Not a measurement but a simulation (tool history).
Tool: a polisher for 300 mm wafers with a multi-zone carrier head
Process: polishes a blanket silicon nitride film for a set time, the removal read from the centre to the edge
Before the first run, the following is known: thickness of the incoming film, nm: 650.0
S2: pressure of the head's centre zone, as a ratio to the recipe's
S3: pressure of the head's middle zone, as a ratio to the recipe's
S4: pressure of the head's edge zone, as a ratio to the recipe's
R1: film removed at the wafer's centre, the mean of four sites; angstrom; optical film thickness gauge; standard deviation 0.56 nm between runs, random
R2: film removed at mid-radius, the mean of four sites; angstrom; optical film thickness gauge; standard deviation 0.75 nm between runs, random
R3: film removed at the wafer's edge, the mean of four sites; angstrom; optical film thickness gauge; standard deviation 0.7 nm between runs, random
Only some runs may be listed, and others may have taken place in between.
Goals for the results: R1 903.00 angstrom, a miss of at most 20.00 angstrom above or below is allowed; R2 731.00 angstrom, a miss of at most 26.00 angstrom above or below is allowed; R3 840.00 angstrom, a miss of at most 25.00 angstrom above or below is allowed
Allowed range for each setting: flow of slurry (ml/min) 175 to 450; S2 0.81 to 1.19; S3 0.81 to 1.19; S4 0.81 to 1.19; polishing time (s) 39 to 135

run 1 hour=0.0 | flow_of_slurry_(ml/min)=290 S2=1.00 S3=1.00 S4=1.00 polishing_time_(s)=87 | R1=1101.00 R2=1108.00 R3=1071.80
run 2 hour=9.0 | flow_of_slurry_(ml/min)=275 S2=1.01 S3=0.94 S4=0.99 polishing_time_(s)=80 | R1=1015.80 R2=946.01 R3=983.53
run 3 hour=13.2 | flow_of_slurry_(ml/min)=260 S2=1.01 S3=0.90 S4=0.95 polishing_time_(s)=77 | R1=974.24 R2=890.88 R3=934.90
run 4 hour=19.5 | flow_of_slurry_(ml/min)=260 S2=1.01 S3=0.90 S4=0.95 polishing_time_(s)=58 | R1=735.56 R2=666.33 R3=694.38
run 5 hour=23.8 | flow_of_slurry_(ml/min)=320 S2=1.01 S3=0.90 S4=0.95 polishing_time_(s)=58 | R1=743.06 R2=672.15 R3=713.96
run 6 hour=25.8 | flow_of_slurry_(ml/min)=330 S2=1.05 S3=0.91 S4=1.01 polishing_time_(s)=60 | R1=805.71 R2=722.64 R3=765.71
run 7 hour=31.2 | flow_of_slurry_(ml/min)=335 S2=1.08 S3=0.89 S4=1.04 polishing_time_(s)=60 | R1=835.75 R2=704.35 R3=772.26
run 8 hour=33.6 | flow_of_slurry_(ml/min)=340 S2=1.09 S3=0.89 S4=1.08 polishing_time_(s)=60 | R1=845.60 R2=711.84 R3=789.99
run 9 hour=37.0 | flow_of_slurry_(ml/min)=340 S2=1.10 S3=0.89 S4=1.11 polishing_time_(s)=60 | R1=847.37 R2=691.18 R3=813.69
run 10 hour=42.8 | flow_of_slurry_(ml/min)=345 S2=1.11 S3=0.90 S4=1.12 polishing_time_(s)=60 | R1=857.71 R2=708.57 R3=798.37

Next run, 5 choices. One meets every target within its allowed miss, the rest don't. Which?
run A hour=48.6 | flow_of_slurry_(ml/min)=315 S2=1.00 S3=0.92 S4=1.19 polishing_time_(s)=60 | R1=? R2=? R3=?
run B hour=48.6 | flow_of_slurry_(ml/min)=375 S2=1.03 S3=0.99 S4=1.11 polishing_time_(s)=62 | R1=? R2=? R3=?
run C hour=48.6 | flow_of_slurry_(ml/min)=320 S2=1.10 S3=0.87 S4=1.08 polishing_time_(s)=64 | R1=? R2=? R3=?
run D hour=48.6 | flow_of_slurry_(ml/min)=430 S2=0.99 S3=0.81 S4=1.19 polishing_time_(s)=62 | R1=? R2=? R3=?
run E hour=48.6 | flow_of_slurry_(ml/min)=345 S2=1.15 S3=0.91 S4=1.14 polishing_time_(s)=59 | R1=? R2=? R3=?

move=A R1=764.85 R2=704.03 R3=823.68
move=B R1=828.25 R2=781.98 R3=829.94
move=C R1=899.21 R2=720.22 R3=837.39
move=D R1=803.78 R2=677.16 R3=869.03
move=E R1=873.58 R2=691.64 R3=797.18
A: moves away from the targets compared with the last run
B: moves away from the targets compared with the last run
C: every result within its allowed miss
D: moves away from the targets compared with the last run
E: nearer the targets than the last run, but a result is still out of spec
So the answer is move C, the one that meets all the targets.
